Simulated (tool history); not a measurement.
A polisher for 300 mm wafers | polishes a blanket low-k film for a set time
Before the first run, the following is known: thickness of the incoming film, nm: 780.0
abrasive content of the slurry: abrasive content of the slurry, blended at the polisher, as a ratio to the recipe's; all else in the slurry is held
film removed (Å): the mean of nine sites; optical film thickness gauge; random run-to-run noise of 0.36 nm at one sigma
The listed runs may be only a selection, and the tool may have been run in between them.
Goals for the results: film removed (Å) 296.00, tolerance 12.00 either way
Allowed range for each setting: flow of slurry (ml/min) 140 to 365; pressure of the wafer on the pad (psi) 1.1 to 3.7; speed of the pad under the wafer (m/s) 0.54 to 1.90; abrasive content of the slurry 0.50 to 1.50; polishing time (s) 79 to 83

run,hour,flow of slurry (ml/min),pressure of the wafer on the pad (psi),speed of the pad under the wafer (m/s),abrasive content of the slurry,polishing time (s),film removed (Å)
1,0.0,235,2.4,1.22,1.00,79,481.52
2,5.7,235,2.1,1.20,1.00,79,427.37
3,11.6,235,2.1,1.30,1.00,79,457.19
4,17.4,235,2.1,1.20,1.00,79,432.06
5,24.7,235,2.1,1.20,1.00,83,447.62
6,32.0,235,2.1,1.20,1.00,83,442.96
7,39.5,235,1.5,1.16,1.00,83,333.77
8,41.4,235,1.4,1.16,1.00,83,319.27

Next run, 5 choices. One meets every target within its allowed miss, the rest don't. Which?
A,43.3,180,1.3,1.28,1.00,83,?
B,43.3,365,1.7,0.74,1.25,83,?
C,43.3,280,1.6,1.48,0.75,83,?
D,43.3,295,1.3,0.92,1.05,79,?
E,43.3,170,1.5,1.24,0.85,83,?

move,film removed (Å)
A,314.87
B,327.47
C,334.79
D,260.63
E,300.47
A: nearer the targets than the last run, but a result is still out of spec
B: moves away from the targets compared with the last run
C: moves away from the targets compared with the last run
D: takes the result that was furthest off past its target
E: every result lands within tolerance
Move E is the one to make.
